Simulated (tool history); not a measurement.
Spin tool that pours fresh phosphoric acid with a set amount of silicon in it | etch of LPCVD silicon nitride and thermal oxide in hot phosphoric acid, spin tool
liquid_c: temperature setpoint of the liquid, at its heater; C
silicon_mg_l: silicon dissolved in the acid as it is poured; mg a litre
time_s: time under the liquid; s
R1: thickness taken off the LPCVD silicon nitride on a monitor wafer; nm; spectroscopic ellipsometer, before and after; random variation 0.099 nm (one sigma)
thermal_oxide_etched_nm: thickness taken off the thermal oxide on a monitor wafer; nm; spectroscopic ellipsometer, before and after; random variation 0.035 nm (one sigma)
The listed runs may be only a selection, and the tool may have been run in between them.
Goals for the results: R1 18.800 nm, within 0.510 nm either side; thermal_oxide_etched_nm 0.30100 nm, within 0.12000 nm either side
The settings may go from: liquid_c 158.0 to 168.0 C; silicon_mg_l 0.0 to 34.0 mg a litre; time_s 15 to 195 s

{"run": 1, "hour": 0.0, "liquid_c": 163.0, "silicon_mg_l": 15.0, "time_s": 100, "R1": 12.083, "thermal_oxide_etched_nm": 0.28595}
{"run": 2, "hour": 0.6, "liquid_c": 163.5, "silicon_mg_l": 18.0, "time_s": 105, "R1": 12.91, "thermal_oxide_etched_nm": 0.27054}
{"run": 3, "hour": 5.3, "liquid_c": 164.0, "silicon_mg_l": 19.5, "time_s": 110, "R1": 13.706, "thermal_oxide_etched_nm": 0.23691}
{"run": 4, "hour": 13.4, "liquid_c": 164.5, "silicon_mg_l": 19.0, "time_s": 115, "R1": 14.624, "thermal_oxide_etched_nm": 0.33244}
{"run": 5, "hour": 14.6, "liquid_c": 164.5, "silicon_mg_l": 19.0, "time_s": 155, "R1": 19.702, "thermal_oxide_etched_nm": 0.44948}
{"run": 6, "hour": 16.6, "liquid_c": 164.5, "silicon_mg_l": 19.0, "time_s": 195, "R1": 24.761, "thermal_oxide_etched_nm": 0.48924}
{"run": 7, "hour": 25.1, "liquid_c": 163.5, "silicon_mg_l": 18.0, "time_s": 195, "R1": 23.971, "thermal_oxide_etched_nm": 0.46498}
{"run": 8, "hour": 27.5, "liquid_c": 162.5, "silicon_mg_l": 17.5, "time_s": 195, "R1": 23.176, "thermal_oxide_etched_nm": 0.46498}

Which of these 4 next moves meets every target?
{"run": "A", "hour": 29.9, "liquid_c": 160.5, "silicon_mg_l": 21.5, "time_s": 160, "R1": "?", "thermal_oxide_etched_nm": "?"}
{"run": "B", "hour": 29.9, "liquid_c": 160.5, "silicon_mg_l": 24.0, "time_s": 170, "R1": "?", "thermal_oxide_etched_nm": "?"}
{"run": "C", "hour": 29.9, "liquid_c": 164.0, "silicon_mg_l": 0.0, "time_s": 140, "R1": "?", "thermal_oxide_etched_nm": "?"}
{"run": "D", "hour": 29.9, "liquid_c": 161.0, "silicon_mg_l": 26.0, "time_s": 175, "R1": "?", "thermal_oxide_etched_nm": "?"}

move=A R1=17.971 thermal_oxide_etched_nm=0.28889
move=B R1=19.094 thermal_oxide_etched_nm=0.28404
move=C R1=17.664 thermal_oxide_etched_nm=0.53646
move=D R1=19.987 thermal_oxide_etched_nm=0.28382
A: the result that was furthest off in the last run now lies on the other side of its target
B: all results land within tolerance of their targets
C: the result that was furthest off in the last run now lies on the other side of its target
D: nearer than the last run, and not there yet
B is the move that brings every result within its allowed miss.

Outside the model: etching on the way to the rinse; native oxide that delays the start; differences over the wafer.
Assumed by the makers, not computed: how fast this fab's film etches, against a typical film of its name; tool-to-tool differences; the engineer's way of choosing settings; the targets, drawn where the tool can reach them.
